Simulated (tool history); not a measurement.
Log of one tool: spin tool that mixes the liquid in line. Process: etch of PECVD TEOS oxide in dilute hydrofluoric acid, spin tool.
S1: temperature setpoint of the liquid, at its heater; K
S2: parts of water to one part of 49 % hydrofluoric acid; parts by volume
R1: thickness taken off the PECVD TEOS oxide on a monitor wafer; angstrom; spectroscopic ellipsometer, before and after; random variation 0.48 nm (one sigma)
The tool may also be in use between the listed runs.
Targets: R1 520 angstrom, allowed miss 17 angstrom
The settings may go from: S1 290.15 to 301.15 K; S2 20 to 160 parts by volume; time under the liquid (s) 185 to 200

{"run": 1, "hour": 0.0, "S1": 293.15, "S2": 90, "time under the liquid (s)": 185, "R1": 320.46}
{"run": 2, "hour": 1.8, "S1": 294.65, "S2": 90, "time under the liquid (s)": 185, "R1": 336.71}
{"run": 3, "hour": 6.2, "S1": 294.65, "S2": 90, "time under the liquid (s)": 200, "R1": 365.07}
{"run": 4, "hour": 13.8, "S1": 294.65, "S2": 120, "time under the liquid (s)": 200, "R1": 272.14}
{"run": 5, "hour": 18.6, "S1": 297.15, "S2": 120, "time under the liquid (s)": 200, "R1": 295.99}
{"run": 6, "hour": 27.3, "S1": 298.15, "S2": 105, "time under the liquid (s)": 200, "R1": 355.95}
{"run": 7, "hour": 30.7, "S1": 299.15, "S2": 95, "time under the liquid (s)": 200, "R1": 415.12}
{"run": 8, "hour": 37.4, "S1": 299.65, "S2": 90, "time under the liquid (s)": 200, "R1": 451.96}
{"run": 9, "hour": 41.2, "S1": 300.15, "S2": 85, "time under the liquid (s)": 200, "R1": 481.64}
{"run": 10, "hour": 48.0, "S1": 300.65, "S2": 85, "time under the liquid (s)": 200, "R1": 499.75}

5 next moves are on the table. One of them brings every result within its allowed miss. Which?
{"run": "A", "hour": 54.8, "S1": 300.65, "S2": 70, "time under the liquid (s)": 185, "R1": "?"}
{"run": "B", "hour": 54.8, "S1": 297.65, "S2": 70, "time under the liquid (s)": 190, "R1": "?"}
{"run": "C", "hour": 54.8, "S1": 298.15, "S2": 65, "time under the liquid (s)": 185, "R1": "?"}
{"run": "D", "hour": 54.8, "S1": 300.15, "S2": 85, "time under the liquid (s)": 195, "R1": "?"}
{"run": "E", "hour": 54.8, "S1": 300.15, "S2": 75, "time under the liquid (s)": 200, "R1": "?"}

move=A R1=573.36
move=B R1=523.38
move=C R1=563.68
move=D R1=477.83
move=E R1=563.34
A: takes the result that was furthest off past its target
B: meets every target
C: takes the result that was furthest off past its target
D: further off than the last run
E: takes the result that was furthest off past its target
The right move is B.
